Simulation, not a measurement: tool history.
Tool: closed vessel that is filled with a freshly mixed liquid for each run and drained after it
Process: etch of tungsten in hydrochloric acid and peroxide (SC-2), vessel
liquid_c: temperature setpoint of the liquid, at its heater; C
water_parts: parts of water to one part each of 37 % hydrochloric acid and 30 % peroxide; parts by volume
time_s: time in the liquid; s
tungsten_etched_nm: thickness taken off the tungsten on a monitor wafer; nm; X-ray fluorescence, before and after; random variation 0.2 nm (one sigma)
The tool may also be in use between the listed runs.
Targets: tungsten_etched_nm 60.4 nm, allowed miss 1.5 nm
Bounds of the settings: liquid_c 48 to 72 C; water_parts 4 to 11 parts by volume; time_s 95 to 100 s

run,hour,liquid_c,water_parts,time_s,tungsten_etched_nm
1,0,64,6,95,72.027
2,2.8,63.5,6,95,69.957
3,10.7,70,6,95,104.81
4,16.3,70,5,95,118.36
5,20.5,67.5,5,95,101.97
6,24.4,67.5,6.5,95,83.988
7,32.7,61,6.5,95,56.832
8,39.4,61.5,6.5,95,58.348

4 next moves are on the table. One of them brings every result within its allowed miss. Which?
A,46.1,61.5,6,100,?
B,46.1,61,5.5,95,?
C,46.1,61,6,95,?
D,46.1,63,6.5,95,?

move,tungsten_etched_nm
A,65.415
B,64.256
C,60.24
D,64.179
A: takes the result that was furthest off past its target
B: takes the result that was furthest off past its target
C: meets every target
D: takes the result that was furthest off past its target
Move C is the one to make.
